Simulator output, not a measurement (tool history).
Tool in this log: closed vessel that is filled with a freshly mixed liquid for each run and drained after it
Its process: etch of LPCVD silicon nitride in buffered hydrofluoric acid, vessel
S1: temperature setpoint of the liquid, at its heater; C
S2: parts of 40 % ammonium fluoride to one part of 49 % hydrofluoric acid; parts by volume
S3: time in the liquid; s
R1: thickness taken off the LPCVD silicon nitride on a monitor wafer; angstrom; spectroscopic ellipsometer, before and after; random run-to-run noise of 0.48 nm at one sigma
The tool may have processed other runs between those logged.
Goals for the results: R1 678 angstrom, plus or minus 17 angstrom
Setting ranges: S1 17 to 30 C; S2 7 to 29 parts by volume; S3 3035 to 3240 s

{"run": 1, "day": 0.0, "S1": 22, "S2": 18, "S3": 3035, "R1": 263.02}
{"run": 2, "day": 0.296, "S1": 23, "S2": 17, "S3": 3035, "R1": 296.86}
{"run": 3, "day": 0.504, "S1": 26.5, "S2": 17, "S3": 3035, "R1": 355.29}
{"run": 4, "day": 0.758, "S1": 26.5, "S2": 17, "S3": 3035, "R1": 356.48}
{"run": 5, "day": 1.112, "S1": 27, "S2": 16, "S3": 3035, "R1": 390.07}
{"run": 6, "day": 1.375, "S1": 27, "S2": 12, "S3": 3035, "R1": 514.03}
{"run": 7, "day": 1.717, "S1": 27.5, "S2": 12, "S3": 3035, "R1": 522.28}
{"run": 8, "day": 1.817, "S1": 29, "S2": 11, "S3": 3035, "R1": 616.7}

Of the 4 settings listed for the next run, only one would bring every result within its allowed miss of target. Which one?
{"run": "A", "day": 1.917, "S1": 29, "S2": 9.5, "S3": 3070, "R1": "?"}
{"run": "B", "day": 1.917, "S1": 26.5, "S2": 9, "S3": 3155, "R1": "?"}
{"run": "C", "day": 1.917, "S1": 28, "S2": 9.5, "S3": 3240, "R1": "?"}
{"run": "D", "day": 1.917, "S1": 27, "S2": 11, "S3": 3130, "R1": "?"}

move=A R1=704.83
move=B R1=672.45
move=C R1=705.53
move=D R1=574.56
A: takes the result that was furthest off past its target
B: all results land within tolerance of their targets
C: takes the result that was furthest off past its target
D: further off than the last run
Correct choice: B, which meets every target
